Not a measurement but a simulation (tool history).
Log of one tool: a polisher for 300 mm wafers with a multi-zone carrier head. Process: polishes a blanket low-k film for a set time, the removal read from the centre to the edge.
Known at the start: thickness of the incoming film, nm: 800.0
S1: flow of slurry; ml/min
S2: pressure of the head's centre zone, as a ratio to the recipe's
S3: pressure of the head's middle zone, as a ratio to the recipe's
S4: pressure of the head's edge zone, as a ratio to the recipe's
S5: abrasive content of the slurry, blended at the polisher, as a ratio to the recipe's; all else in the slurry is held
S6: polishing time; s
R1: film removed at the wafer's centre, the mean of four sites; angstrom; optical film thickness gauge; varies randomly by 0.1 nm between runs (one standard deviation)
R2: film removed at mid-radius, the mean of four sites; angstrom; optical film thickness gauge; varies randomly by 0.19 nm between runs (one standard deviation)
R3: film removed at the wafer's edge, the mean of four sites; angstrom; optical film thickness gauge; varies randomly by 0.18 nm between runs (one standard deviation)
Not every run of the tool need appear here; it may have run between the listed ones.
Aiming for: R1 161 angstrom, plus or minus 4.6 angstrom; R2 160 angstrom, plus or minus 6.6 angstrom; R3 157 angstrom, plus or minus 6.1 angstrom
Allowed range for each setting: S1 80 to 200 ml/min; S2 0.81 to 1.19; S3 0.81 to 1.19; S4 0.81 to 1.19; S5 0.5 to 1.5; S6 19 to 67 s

run 1 hour=0 | S1=130 S2=1 S3=1 S4=1 S5=1 S6=43 | R1=209.47 R2=209.82 R3=210.16
run 2 hour=8.5 | S1=130 S2=1 S3=1 S4=1 S5=1.2 S6=43 | R1=233.44 R2=228.2 R3=230.97
run 3 hour=10.4 | S1=130 S2=1 S3=1 S4=0.95 S5=1.2 S6=43 | R1=229.95 R2=233.26 R3=224.23
run 4 hour=12.9 | S1=130 S2=1 S3=0.99 S4=0.94 S5=1.15 S6=43 | R1=228.57 R2=229.35 R3=219.24
run 5 hour=21.3 | S1=130 S2=1 S3=0.99 S4=1.02 S5=1.15 S6=43 | R1=225.04 R2=226.99 R3=233.06
run 6 hour=27.7 | S1=130 S2=1 S3=0.95 S4=1.02 S5=1.15 S6=43 | R1=228.31 R2=221.39 R3=231.9
run 7 hour=36.5 | S1=125 S2=1 S3=0.94 S4=1.01 S5=1.1 S6=43 | R1=218.85 R2=211.41 R3=220.45
run 8 hour=42.1 | S1=125 S2=1 S3=0.94 S4=1.01 S5=1.1 S6=43 | R1=220.4 R2=210.15 R3=226.55
run 9 hour=45.3 | S1=125 S2=1 S3=0.94 S4=0.99 S5=1.05 S6=43 | R1=215.8 R2=206.44 R3=210.3
run 10 hour=51.4 | S1=125 S2=1 S3=0.94 S4=0.99 S5=1.05 S6=43 | R1=211.71 R2=202.56 R3=215.85
run 11 hour=55.7 | S1=125 S2=1 S3=0.94 S4=0.97 S5=1 S6=43 | R1=209.2 R2=202.85 R3=208.11
run 12 hour=57.5 | S1=125 S2=1 S3=0.94 S4=0.96 S5=0.95 S6=43 | R1=203.81 R2=194.02 R3=203.62
run 13 hour=60 | S1=125 S2=1 S3=0.95 S4=0.95 S5=0.9 S6=43 | R1=198.05 R2=189.52 R3=189.54
run 14 hour=61.7 | S1=120 S2=0.99 S3=0.94 S4=0.94 S5=0.9 S6=43 | R1=191.37 R2=183.35 R3=186.93
run 15 hour=69.7 | S1=115 S2=0.98 S3=0.94 S4=0.93 S5=0.9 S6=43 | R1=188.06 R2=181.09 R3=185.97
run 16 hour=76.7 | S1=110 S2=0.98 S3=0.94 S4=0.92 S5=0.9 S6=43 | R1=183.93 R2=180.63 R3=185.39
run 17 hour=82 | S1=110 S2=0.98 S3=0.94 S4=0.91 S5=0.9 S6=43 | R1=184.51 R2=180.1 R3=178.49
run 18 hour=88.2 | S1=105 S2=0.98 S3=0.94 S4=0.9 S5=0.9 S6=43 | R1=181.12 R2=179.4 R3=179.41
run 19 hour=93.2 | S1=105 S2=0.98 S3=0.94 S4=0.89 S5=0.9 S6=43 | R1=182.5 R2=175.85 R3=178.5

Which one of the following 5 next-run settings gets every result inside its allowed miss? There is exactly one.
run A hour=98.2 | S1=95 S2=1.17 S3=0.81 S4=0.83 S5=1 S6=43 | R1=? R2=? R3=?
run B hour=98.2 | S1=160 S2=1.03 S3=1.1 S4=0.83 S5=0.9 S6=39 | R1=? R2=? R3=?
run C hour=98.2 | S1=95 S2=0.97 S3=0.95 S4=0.82 S5=0.8 S6=43 | R1=? R2=? R3=?
run D hour=98.2 | S1=155 S2=0.86 S3=0.95 S4=0.87 S5=0.9 S6=36 | R1=? R2=? R3=?
run E hour=98.2 | S1=195 S2=1.19 S3=1.13 S4=0.81 S5=0.7 S6=41 | R1=? R2=? R3=?

move=A R1=222.17 R2=160.06 R3=182.82
move=B R1=194.57 R2=201.7 R3=170.36
move=C R1=160.05 R2=158.89 R3=157.8
move=D R1=148.55 R2=163.58 R3=160.14
move=E R1=205.86 R2=187.89 R3=152.15
A: moves away from the targets compared with the last run
B: moves away from the targets compared with the last run
C: every result within its allowed miss
D: moves the result that the last run missed by most past its target, out the other side
E: moves away from the targets compared with the last run
C is the move that brings every result within its allowed miss.
